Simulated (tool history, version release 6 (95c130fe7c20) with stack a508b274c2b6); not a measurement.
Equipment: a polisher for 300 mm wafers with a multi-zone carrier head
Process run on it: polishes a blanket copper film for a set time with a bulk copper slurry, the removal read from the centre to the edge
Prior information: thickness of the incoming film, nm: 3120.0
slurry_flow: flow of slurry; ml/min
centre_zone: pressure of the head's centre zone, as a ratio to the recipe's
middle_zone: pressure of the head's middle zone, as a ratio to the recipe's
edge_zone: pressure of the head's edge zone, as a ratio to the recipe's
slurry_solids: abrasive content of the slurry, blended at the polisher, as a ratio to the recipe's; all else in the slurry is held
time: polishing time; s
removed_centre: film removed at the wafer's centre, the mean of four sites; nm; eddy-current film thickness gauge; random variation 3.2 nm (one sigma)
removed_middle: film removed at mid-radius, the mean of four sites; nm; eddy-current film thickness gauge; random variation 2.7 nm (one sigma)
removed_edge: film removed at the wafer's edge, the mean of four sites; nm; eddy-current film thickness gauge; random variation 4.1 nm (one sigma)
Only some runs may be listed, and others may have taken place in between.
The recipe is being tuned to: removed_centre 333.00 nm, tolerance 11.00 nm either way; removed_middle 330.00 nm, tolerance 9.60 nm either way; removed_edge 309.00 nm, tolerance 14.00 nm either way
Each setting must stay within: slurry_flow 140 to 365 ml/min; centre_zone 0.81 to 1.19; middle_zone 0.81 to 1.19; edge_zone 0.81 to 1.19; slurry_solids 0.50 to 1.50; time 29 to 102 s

{"run": 1, "hour": 0.0, "slurry_flow": 235, "centre_zone": 1.0, "middle_zone": 1.0, "edge_zone": 1.0, "slurry_solids": 1.0, "time": 65, "removed_centre": 471.91, "removed_middle": 458.12, "removed_edge": 468.32}
{"run": 2, "hour": 8.1, "slurry_flow": 235, "centre_zone": 1.0, "middle_zone": 1.0, "edge_zone": 0.98, "slurry_solids": 0.95, "time": 63, "removed_centre": 438.8, "removed_middle": 447.29, "removed_edge": 435.6}
{"run": 3, "hour": 15.8, "slurry_flow": 235, "centre_zone": 1.0, "middle_zone": 1.0, "edge_zone": 0.98, "slurry_solids": 0.95, "time": 56, "removed_centre": 401.03, "removed_middle": 392.98, "removed_edge": 385.37}
{"run": 4, "hour": 19.7, "slurry_flow": 235, "centre_zone": 1.0, "middle_zone": 1.0, "edge_zone": 0.93, "slurry_solids": 0.95, "time": 56, "removed_centre": 398.36, "removed_middle": 392.41, "removed_edge": 375.57}
{"run": 5, "hour": 26.0, "slurry_flow": 235, "centre_zone": 1.0, "middle_zone": 1.0, "edge_zone": 0.93, "slurry_solids": 0.8, "time": 56, "removed_centre": 381.63, "removed_middle": 375.54, "removed_edge": 360.38}
{"run": 6, "hour": 33.2, "slurry_flow": 275, "centre_zone": 1.0, "middle_zone": 1.0, "edge_zone": 0.93, "slurry_solids": 0.8, "time": 56, "removed_centre": 379.65, "removed_middle": 380.93, "removed_edge": 354.91}
{"run": 7, "hour": 39.0, "slurry_flow": 275, "centre_zone": 0.99, "middle_zone": 0.99, "edge_zone": 0.92, "slurry_solids": 0.75, "time": 56, "removed_centre": 374.67, "removed_middle": 372.21, "removed_edge": 349.09}
{"run": 8, "hour": 46.6, "slurry_flow": 275, "centre_zone": 0.98, "middle_zone": 0.98, "edge_zone": 0.91, "slurry_solids": 0.7, "time": 56, "removed_centre": 357.86, "removed_middle": 364.53, "removed_edge": 343.53}
{"run": 9, "hour": 52.9, "slurry_flow": 275, "centre_zone": 0.98, "middle_zone": 0.97, "edge_zone": 0.9, "slurry_solids": 0.7, "time": 56, "removed_centre": 365.18, "removed_middle": 355.17, "removed_edge": 342.03}
{"run": 10, "hour": 55.2, "slurry_flow": 275, "centre_zone": 0.98, "middle_zone": 0.97, "edge_zone": 0.89, "slurry_solids": 0.7, "time": 56, "removed_centre": 357.35, "removed_middle": 356.87, "removed_edge": 341.29}
{"run": 11, "hour": 64.0, "slurry_flow": 275, "centre_zone": 0.98, "middle_zone": 0.97, "edge_zone": 0.88, "slurry_solids": 0.65, "time": 56, "removed_centre": 355.37, "removed_middle": 344.76, "removed_edge": 327.14}
{"run": 12, "hour": 66.7, "slurry_flow": 275, "centre_zone": 0.97, "middle_zone": 0.97, "edge_zone": 0.87, "slurry_solids": 0.65, "time": 56, "removed_centre": 344.68, "removed_middle": 349.81, "removed_edge": 337.59}
{"run": 13, "hour": 74.1, "slurry_flow": 280, "centre_zone": 0.97, "middle_zone": 0.97, "edge_zone": 0.87, "slurry_solids": 0.65, "time": 56, "removed_centre": 347.04, "removed_middle": 349.98, "removed_edge": 331.75}
{"run": 14, "hour": 75.7, "slurry_flow": 280, "centre_zone": 0.97, "middle_zone": 0.97, "edge_zone": 0.86, "slurry_solids": 0.65, "time": 56, "removed_centre": 346.16, "removed_middle": 346.07, "removed_edge": 325.68}

5 next moves are on the table. One of them brings every result within its allowed miss. Which?
{"run": "A", "hour": 77.3, "slurry_flow": 250, "centre_zone": 1.02, "middle_zone": 0.97, "edge_zone": 0.81, "slurry_solids": 0.6, "time": 58, "removed_centre": "?", "removed_middle": "?", "removed_edge": "?"}
{"run": "B", "hour": 77.3, "slurry_flow": 285, "centre_zone": 0.92, "middle_zone": 0.91, "edge_zone": 0.89, "slurry_solids": 0.7, "time": 55, "removed_centre": "?", "removed_middle": "?", "removed_edge": "?"}
{"run": "C", "hour": 77.3, "slurry_flow": 300, "centre_zone": 0.95, "middle_zone": 0.94, "edge_zone": 0.81, "slurry_solids": 0.5, "time": 59, "removed_centre": "?", "removed_middle": "?", "removed_edge": "?"}
{"run": "D", "hour": 77.3, "slurry_flow": 365, "centre_zone": 1.09, "middle_zone": 0.97, "edge_zone": 0.9, "slurry_solids": 0.6, "time": 52, "removed_centre": "?", "removed_middle": "?", "removed_edge": "?"}
{"run": "E", "hour": 77.3, "slurry_flow": 230, "centre_zone": 0.96, "middle_zone": 0.94, "edge_zone": 0.98, "slurry_solids": 0.75, "time": 53, "removed_centre": "?", "removed_middle": "?", "removed_edge": "?"}

move=A removed_centre=366.03 removed_middle=351.12 removed_edge=322.44
move=B removed_centre=331.58 removed_middle=334.52 removed_edge=337.29
move=C removed_centre=330.74 removed_middle=331.69 removed_edge=311.72
move=D removed_centre=361.32 removed_middle=323.08 removed_edge=309.18
move=E removed_centre=334.68 removed_middle=332.75 removed_edge=342.87
A: lands further from the targets than the last run did
B: the furthest-off result lands on target, but another misses its tolerance
C: all results land within tolerance of their targets
D: the furthest-off result lands on target, but another misses its tolerance
E: the furthest-off result lands on target, but another misses its tolerance
Go with C: it meets all targets.

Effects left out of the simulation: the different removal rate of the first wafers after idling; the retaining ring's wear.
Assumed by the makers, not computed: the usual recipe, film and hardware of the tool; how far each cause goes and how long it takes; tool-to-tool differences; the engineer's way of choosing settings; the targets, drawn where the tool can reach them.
